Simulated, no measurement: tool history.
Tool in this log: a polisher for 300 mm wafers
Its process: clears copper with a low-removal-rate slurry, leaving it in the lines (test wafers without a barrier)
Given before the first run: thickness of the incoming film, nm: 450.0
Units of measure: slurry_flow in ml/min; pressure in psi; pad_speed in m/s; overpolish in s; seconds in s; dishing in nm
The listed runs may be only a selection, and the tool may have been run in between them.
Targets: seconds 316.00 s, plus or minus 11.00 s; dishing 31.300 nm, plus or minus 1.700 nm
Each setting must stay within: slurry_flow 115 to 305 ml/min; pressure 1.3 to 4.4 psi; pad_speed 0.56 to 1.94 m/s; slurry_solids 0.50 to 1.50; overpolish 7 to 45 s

run  hour  slurry_flow  pressure  pad_speed  slurry_solids  overpolish  seconds  dishing
  1   0.0          195       2.8       1.24           1.00          23   144.57   46.616
  2   7.2          195       2.8       1.48           1.00          23   122.62   52.044
  3  10.4          175       2.8       1.48           1.00          23   123.32   51.838
  4  15.3          175       2.4       1.34           1.00          25   162.07   46.389
  5  16.5          170       2.1       1.28           1.00          25   188.63   39.574
  6  19.6          165       1.9       1.22           1.00          26   220.62   35.796
  7  26.2          140       1.3       1.12           1.00          32   343.52   27.779
  8  31.6          150       1.3       1.12           1.00          32   342.06   29.158
  9  33.9          160       1.3       1.12           1.00          32   338.12   28.764
 10  36.2          165       1.3       1.12           1.00          32   335.22   29.463
 11  42.6          170       1.3       1.12           1.00          32   331.43   28.693
 12  47.0          175       1.3       1.12           1.00          32   338.70   28.830
 13  53.5          175       1.5       1.12           1.00          33   289.58   33.554
 14  61.5          165       1.5       1.12           1.00          33   287.74   33.873

Which of these 5 next moves meets every target?
  A  69.5          130       1.3       1.14           1.15          40        ?        ?
  B  69.5          180       1.6       1.02           1.15          33        ?        ?
  C  69.5          125       1.7       1.00           0.85          32        ?        ?
  D  69.5          130       1.5       1.24           0.80          30        ?        ?
  E  69.5          150       2.1       0.80           1.20          28        ?        ?

move  seconds  dishing
   A   334.94   34.641
   B   284.74   34.365
   C   312.34   31.168
   D   291.46   31.039
   E   277.24   31.167
A: carries the result that was furthest off beyond its target, to the other side
B: the biggest miss grows against the last run
C: hits every target within its allowed miss
D: nearer the targets than the last run, but a result is still out of spec
E: the biggest miss grows against the last run
Answer: C

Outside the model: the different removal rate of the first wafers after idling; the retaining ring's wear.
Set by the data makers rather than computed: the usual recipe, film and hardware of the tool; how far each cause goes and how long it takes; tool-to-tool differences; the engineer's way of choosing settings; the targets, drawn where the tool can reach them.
